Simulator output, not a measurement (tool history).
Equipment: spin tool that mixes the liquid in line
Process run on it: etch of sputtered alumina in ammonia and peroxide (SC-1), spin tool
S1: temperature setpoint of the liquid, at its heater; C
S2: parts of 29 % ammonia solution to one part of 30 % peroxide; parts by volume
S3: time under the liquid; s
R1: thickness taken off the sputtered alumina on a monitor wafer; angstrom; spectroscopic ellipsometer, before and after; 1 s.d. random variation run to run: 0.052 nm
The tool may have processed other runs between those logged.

run 1 day=0.000 | S1=61.0 S2=0.9 S3=175 | R1=150.88
run 2 day=0.038 | S1=61.0 S2=1.0 S3=175 | R1=151.15
run 3 day=0.083 | S1=61.0 S2=1.0 S3=175 | R1=152.94
run 4 day=0.250 | S1=61.0 S2=1.0 S3=185 | R1=161.02
run 5 day=0.588 | S1=55.0 S2=1.0 S3=185 | R1=117.94
run 6 day=0.767 | S1=54.5 S2=1.0 S3=185 | R1=114.06

Forecast run 7:
run 7 day=0.821 | S1=54.0 S2=1.0 S3=185 | R1=?

Run 7 gave R1 110.54 angstrom.

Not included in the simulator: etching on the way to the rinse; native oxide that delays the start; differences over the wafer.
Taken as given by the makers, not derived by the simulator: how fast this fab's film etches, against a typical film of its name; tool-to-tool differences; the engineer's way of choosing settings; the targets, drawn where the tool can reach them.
